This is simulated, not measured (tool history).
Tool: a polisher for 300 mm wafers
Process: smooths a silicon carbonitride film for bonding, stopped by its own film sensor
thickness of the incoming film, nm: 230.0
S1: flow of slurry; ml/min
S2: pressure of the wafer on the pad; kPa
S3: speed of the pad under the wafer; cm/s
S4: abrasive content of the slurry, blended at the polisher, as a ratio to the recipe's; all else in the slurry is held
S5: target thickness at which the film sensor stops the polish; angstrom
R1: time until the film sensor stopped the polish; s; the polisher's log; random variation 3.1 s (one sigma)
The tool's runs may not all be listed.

run  hour   S1    S2   S3    S4    S5      R1
  1     0  145    11  104     1  2110  109.17
  2   1.5  145   9.7  100     1  2110  125.22
  3     4  165   9.7  100     1  2110  123.26
  4     6  165  12.4  100     1  2110  98.917
  5  10.9  165    11   96     1  2110  113.98
     17.9  -- slurry blender recalibrated
  6  17.9  165   9.7   92     1  2110  116.11
  7    22  150     9   94   0.9  2110  130.84
  8  22.6  140   5.5   74  0.85  2110  270.02

Run 9 comes next. What will it give?
  9  29.2  145  5.5  74  0.85  2110   ?

Run 9 gave R1 268.77 s.
